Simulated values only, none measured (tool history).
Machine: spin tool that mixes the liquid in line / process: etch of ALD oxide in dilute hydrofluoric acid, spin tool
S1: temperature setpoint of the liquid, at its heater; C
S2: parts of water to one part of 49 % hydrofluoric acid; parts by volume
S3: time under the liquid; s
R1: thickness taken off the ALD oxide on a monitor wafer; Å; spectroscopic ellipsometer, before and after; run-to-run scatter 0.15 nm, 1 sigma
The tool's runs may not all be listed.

run 1 day=0 | S1=26 S2=55 S3=15 | R1=76.304
run 2 day=0.067 | S1=23.5 S2=55 S3=15 | R1=68.269
run 3 day=0.317 | S1=23.5 S2=55 S3=15 | R1=68.089
run 4 day=0.492 | S1=23.5 S2=55 S3=15 | R1=68.939
run 5 day=0.729 | S1=21 S2=55 S3=15 | R1=61.622
run 6 day=0.996 | S1=21 S2=55 S3=15 | R1=62.616
run 7 day=1.1 | S1=22.5 S2=50 S3=15 | R1=74.1
run 8 day=1.138 | S1=26.5 S2=35 S3=15 | R1=128.03

Run 9 comes next. What will it give?
run 9 day=1.275 | S1=27 S2=35 S3=15 | R1=?

Logged for run 9: R1 128.97 Å.
